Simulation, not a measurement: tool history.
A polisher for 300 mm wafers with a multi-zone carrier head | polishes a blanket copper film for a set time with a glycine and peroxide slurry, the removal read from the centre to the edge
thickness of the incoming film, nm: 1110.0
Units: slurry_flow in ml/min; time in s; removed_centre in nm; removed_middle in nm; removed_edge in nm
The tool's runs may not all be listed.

run 1 hour=0.0 | slurry_flow=140 centre_zone=1.00 middle_zone=1.00 edge_zone=1.00 time=77 | removed_centre=416.74 removed_middle=408.71 removed_edge=418.63
run 2 hour=3.6 | slurry_flow=170 centre_zone=1.00 middle_zone=1.00 edge_zone=1.00 time=77 | removed_centre=429.90 removed_middle=425.76 removed_edge=438.71
run 3 hour=7.8 | slurry_flow=170 centre_zone=1.00 middle_zone=1.00 edge_zone=0.94 time=77 | removed_centre=431.75 removed_middle=425.17 removed_edge=416.73
run 4 hour=16.6 | slurry_flow=160 centre_zone=0.98 middle_zone=0.98 edge_zone=0.93 time=72 | removed_centre=395.65 removed_middle=390.42 removed_edge=398.26
run 5 hour=19.6 | slurry_flow=160 centre_zone=0.98 middle_zone=1.06 edge_zone=0.93 time=72 | removed_centre=398.08 removed_middle=409.89 removed_edge=383.58
run 6 hour=22.3 | slurry_flow=150 centre_zone=0.97 middle_zone=1.04 edge_zone=0.92 time=67 | removed_centre=360.13 removed_middle=371.64 removed_edge=351.76
run 7 hour=30.8 | slurry_flow=145 centre_zone=0.96 middle_zone=1.02 edge_zone=0.92 time=63 | removed_centre=334.32 removed_middle=342.34 removed_edge=323.03
run 8 hour=38.8 | slurry_flow=140 centre_zone=0.94 middle_zone=0.99 edge_zone=0.93 time=60 | removed_centre=315.66 removed_middle=314.92 removed_edge=309.50
run 9 hour=42.2 | slurry_flow=135 centre_zone=0.92 middle_zone=0.98 edge_zone=0.95 time=57 | removed_centre=284.83 removed_middle=297.12 removed_edge=304.88
run 10 hour=43.9 | slurry_flow=130 centre_zone=0.91 middle_zone=0.96 edge_zone=0.94 time=55 | removed_centre=275.47 removed_middle=279.88 removed_edge=290.95
run 11 hour=46.2 | slurry_flow=130 centre_zone=0.91 middle_zone=0.96 edge_zone=0.94 time=55 | removed_centre=274.86 removed_middle=280.78 removed_edge=292.39

Forecast run 12:
run 12 hour=50.9 | slurry_flow=125 centre_zone=0.90 middle_zone=0.95 edge_zone=0.93 time=53 | removed_centre=? removed_middle=? removed_edge=?

{"run 12": {"removed_centre": 255.07, "removed_middle": 266.36, "removed_edge": 272.69}}

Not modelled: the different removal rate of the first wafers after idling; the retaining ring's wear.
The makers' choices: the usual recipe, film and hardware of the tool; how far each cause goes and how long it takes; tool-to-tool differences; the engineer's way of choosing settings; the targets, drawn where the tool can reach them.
